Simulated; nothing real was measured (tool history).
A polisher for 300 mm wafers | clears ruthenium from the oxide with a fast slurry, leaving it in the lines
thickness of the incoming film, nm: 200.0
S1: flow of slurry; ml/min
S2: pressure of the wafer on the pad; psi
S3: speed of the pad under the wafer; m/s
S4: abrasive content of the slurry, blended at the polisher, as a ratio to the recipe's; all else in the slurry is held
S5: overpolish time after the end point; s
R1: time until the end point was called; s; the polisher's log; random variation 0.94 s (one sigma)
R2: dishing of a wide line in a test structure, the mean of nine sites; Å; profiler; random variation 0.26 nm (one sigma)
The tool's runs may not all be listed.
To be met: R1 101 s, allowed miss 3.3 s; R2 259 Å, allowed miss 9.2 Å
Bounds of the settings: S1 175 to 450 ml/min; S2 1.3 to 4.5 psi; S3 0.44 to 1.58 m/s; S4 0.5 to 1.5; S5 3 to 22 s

run    day   S1   S2    S3  S4  S5      R1      R2
  1      0  290  2.9     1   1  11  41.327  357.74
  2  0.338  290  3.5     1   1  11  33.568  420.86
  3  0.642  290  3.5  0.88   1  11  38.373  379.29
  4  0.983  290  3.1  0.84   1  12  45.885  358.67
  5  1.312  290  3.1  1.02   1  12  37.373  415.32
  6  1.579  290  2.8  0.96   1  13   43.61  391.88
  7  1.938  290  2.5   0.9   1  14  52.748  358.87
  8  2.275  290  2.3  0.86   1  15  59.227  345.07
  9  2.558  290  2.1  0.82   1  15  67.871  305.55
 10  2.821  280  1.3  0.74   1  18   117.3  223.82
 11  2.879  355  1.6  0.74   1  18  94.017  274.48
 12  3.079  345  1.6  0.74   1  18  94.397  271.55
 13  3.267  345  1.6  0.74   1  18  95.757  268.54
 14  3.604  340  1.6  0.74   1  18  96.283  273.31
 15    3.9  335  1.6  0.74   1  18  97.354   272.2
 16  4.021  330  1.6  0.74   1  18   96.26  271.41
 17  4.329  325  1.6  0.74   1  18  95.529  270.82

4 next moves are on the table. One of them brings every result within its allowed miss. Which?
  A  4.638  365  1.5   0.7   1.1  20   ?   ?
  B  4.638  345  1.5  0.74     1  20   ?   ?
  C  4.638  410  1.3  0.96   0.8  18   ?   ?
  D  4.638  315  1.6  0.72  1.15  16   ?   ?

move      R1      R2
   A  100.82  284.46
   B  100.46  285.31
   C  99.402  263.16
   D  91.546  255.24
A: brings the result that was furthest off to its target, and leaves another outside
B: brings the result that was furthest off to its target, and leaves another outside
C: meets every target
D: further off than the last run
Answer: C
